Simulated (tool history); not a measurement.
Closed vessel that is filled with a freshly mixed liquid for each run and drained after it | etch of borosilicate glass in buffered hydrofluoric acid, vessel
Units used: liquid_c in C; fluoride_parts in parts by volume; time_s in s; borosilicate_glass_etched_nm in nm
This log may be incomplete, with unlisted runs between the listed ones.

Run 1, hour 0.0: liquid_c 21.0 C, fluoride_parts 10.5 parts by volume, time_s 30 s. Result: borosilicate_glass_etched_nm 30.325 nm.
Run 2, hour 3.5: liquid_c 20.5 C, fluoride_parts 10.5 parts by volume, time_s 30 s. Result: borosilicate_glass_etched_nm 29.758 nm.
Run 3, hour 9.0: liquid_c 20.5 C, fluoride_parts 10.5 parts by volume, time_s 30 s. Result: borosilicate_glass_etched_nm 29.897 nm.
Run 4, hour 11.0: liquid_c 20.0 C, fluoride_parts 10.5 parts by volume, time_s 30 s. Result: borosilicate_glass_etched_nm 29.008 nm.
Run 5, hour 13.4: liquid_c 19.5 C, fluoride_parts 10.5 parts by volume, time_s 30 s. Result: borosilicate_glass_etched_nm 28.209 nm.
Run 6, hour 17.3: liquid_c 19.0 C, fluoride_parts 10.5 parts by volume, time_s 30 s. Result: borosilicate_glass_etched_nm 27.196 nm.

What will run 7 give?
Run 7, hour 26.1: liquid_c 18.5 C, fluoride_parts 10.5 parts by volume, time_s 30 s. Result: borosilicate_glass_etched_nm ?.

{"run 7": {"borosilicate_glass_etched_nm": 26.87}}

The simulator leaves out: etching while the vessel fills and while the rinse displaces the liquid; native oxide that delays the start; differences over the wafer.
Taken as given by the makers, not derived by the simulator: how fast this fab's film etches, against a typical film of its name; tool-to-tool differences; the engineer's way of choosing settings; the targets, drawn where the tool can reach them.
